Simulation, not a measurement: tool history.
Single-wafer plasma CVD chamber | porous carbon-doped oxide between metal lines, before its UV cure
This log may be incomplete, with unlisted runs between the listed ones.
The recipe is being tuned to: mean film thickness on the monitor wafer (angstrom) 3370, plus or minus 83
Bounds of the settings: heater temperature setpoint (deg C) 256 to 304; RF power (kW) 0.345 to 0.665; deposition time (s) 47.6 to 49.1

run    day  heater temperature setpoint (deg C)  RF power (kW)  deposition time (s)  mean film thickness on the monitor wafer (angstrom)
  1      0                                  280          0.505                 47.6                                               2710.6
  2  0.254                                  272          0.505                 47.6                                               2827.3
  3  0.612                                  270           0.52                 47.7                                               2927.2
  4  0.942                                  270           0.52                 47.6                                               2930.1
  5  1.292                                  280           0.52                 47.6                                               2756.5
  6  1.354                                  274           0.52                 47.6                                               2843.8
  7  1.404                                  271          0.535                 47.7                                               2970.7
  8    1.7                                  269          0.545                 47.8                                               3025.1
  9  1.867                                  267          0.555                 47.9                                               3139.1
 10  1.996                                  265           0.56                 47.9                                               3172.7
 11  2.304                                  264          0.565                 47.9                                               3199.3
 12  2.333                                  263           0.57                 47.9                                               3261.4
 13   2.55                                  262           0.57                 47.9                                               3284.9

Which single option among these 5 for the next run brings every result within its allowed miss of target? Just one does.
  A  2.767                                  268           0.56                 48.4                                                    ?
  B  2.767                                  257           0.58                 47.6                                                    ?
  C  2.767                                  270           0.57                 47.6                                                    ?
  D  2.767                                  262           0.54                 47.6                                                    ?
  E  2.767                                  268          0.545                 49.1                                                    ?

move  mean film thickness on the monitor wafer (angstrom)
   A                                               3159.4
   B                                               3397.9
   C                                               3108.3
   D                                               3143.7
   E                                               3146.7
A: moves away from the targets compared with the last run
B: all results land within tolerance of their targets
C: moves away from the targets compared with the last run
D: moves away from the targets compared with the last run
E: moves away from the targets compared with the last run
Correct choice: B, which meets every target

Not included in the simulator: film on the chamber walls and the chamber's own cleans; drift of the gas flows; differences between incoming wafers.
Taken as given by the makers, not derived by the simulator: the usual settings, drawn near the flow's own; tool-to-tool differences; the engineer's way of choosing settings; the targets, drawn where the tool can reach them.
